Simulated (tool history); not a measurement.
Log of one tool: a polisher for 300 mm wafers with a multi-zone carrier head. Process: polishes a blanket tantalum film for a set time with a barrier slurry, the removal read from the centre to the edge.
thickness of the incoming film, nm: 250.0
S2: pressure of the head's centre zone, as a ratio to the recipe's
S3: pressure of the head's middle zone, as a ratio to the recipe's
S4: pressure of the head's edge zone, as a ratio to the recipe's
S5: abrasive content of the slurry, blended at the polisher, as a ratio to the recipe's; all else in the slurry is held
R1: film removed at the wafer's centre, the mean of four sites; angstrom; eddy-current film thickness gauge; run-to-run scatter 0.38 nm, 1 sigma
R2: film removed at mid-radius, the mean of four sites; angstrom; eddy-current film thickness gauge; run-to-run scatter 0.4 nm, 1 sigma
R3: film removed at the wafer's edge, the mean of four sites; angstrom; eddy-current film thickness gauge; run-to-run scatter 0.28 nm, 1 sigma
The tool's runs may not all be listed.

{"run": 1, "hour": 0.0, "flow of slurry (ml/min)": 125, "S2": 1, "S3": 1, "S4": 1, "S5": 1, "polishing time (s)": 50, "R1": 794.37, "R2": 824.8, "R3": 827.58}
{"run": 2, "hour": 1.6, "flow of slurry (ml/min)": 120, "S2": 0.99, "S3": 0.99, "S4": 0.97, "S5": 0.9, "polishing time (s)": 45, "R1": 694.26, "R2": 701.25, "R3": 706.2}
{"run": 3, "hour": 2.7, "flow of slurry (ml/min)": 120, "S2": 0.99, "S3": 0.99, "S4": 0.97, "S5": 0.9, "polishing time (s)": 37, "R1": 567.67, "R2": 573.77, "R3": 574.48}
{"run": 4, "hour": 4.8, "flow of slurry (ml/min)": 115, "S2": 0.97, "S3": 0.98, "S4": 0.95, "S5": 0.8, "polishing time (s)": 35, "R1": 496.23, "R2": 508.56, "R3": 514.98}
{"run": 5, "hour": 6.7, "flow of slurry (ml/min)": 115, "S2": 0.97, "S3": 0.98, "S4": 0.95, "S5": 0.7, "polishing time (s)": 35, "R1": 475.99, "R2": 492.18, "R3": 487.89}
{"run": 6, "hour": 7.5, "flow of slurry (ml/min)": 110, "S2": 0.96, "S3": 0.97, "S4": 0.93, "S5": 0.65, "polishing time (s)": 34, "R1": 447.66, "R2": 451.86, "R3": 453.01}

Expected results for the next run?
{"run": 7, "hour": 8.4, "flow of slurry (ml/min)": 105, "S2": 0.94, "S3": 0.96, "S4": 0.91, "S5": 0.65, "polishing time (s)": 34, "R1": "?", "R2": "?", "R3": "?"}

R1: 430.61 angstrom
R2: 436.78 angstrom
R3: 452.52 angstrom
